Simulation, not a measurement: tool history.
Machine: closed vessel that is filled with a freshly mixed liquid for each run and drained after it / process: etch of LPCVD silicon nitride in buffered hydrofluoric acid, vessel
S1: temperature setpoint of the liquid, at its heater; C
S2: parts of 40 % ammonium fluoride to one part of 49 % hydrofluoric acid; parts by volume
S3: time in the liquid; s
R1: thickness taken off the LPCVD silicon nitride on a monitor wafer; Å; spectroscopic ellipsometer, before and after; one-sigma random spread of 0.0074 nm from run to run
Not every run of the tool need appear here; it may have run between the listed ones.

run 1 hour=0 | S1=21 S2=17 S3=260 | R1=22.624
run 2 hour=3.1 | S1=20 S2=18 S3=260 | R1=20.132
run 3 hour=9.3 | S1=17.5 S2=18 S3=260 | R1=17.39
run 4 hour=11.9 | S1=17.5 S2=16 S3=260 | R1=19.764
run 5 hour=13.7 | S1=17.5 S2=17 S3=260 | R1=18.567
run 6 hour=19.6 | S1=21 S2=17 S3=260 | R1=22.449
run 7 hour=23.1 | S1=20 S2=17.5 S3=260 | R1=20.823
run 8 hour=31.2 | S1=19.5 S2=18 S3=260 | R1=19.528
run 9 hour=32.7 | S1=19 S2=18.5 S3=260 | R1=18.431

Estimate the outcome of run 10 from the log above:
-- hour=33.7 thermometer replaced
run 10 hour=33.7 | S1=18.5 S2=19 S3=260 | R1=?

{"run 10": {"R1": 15.641}}
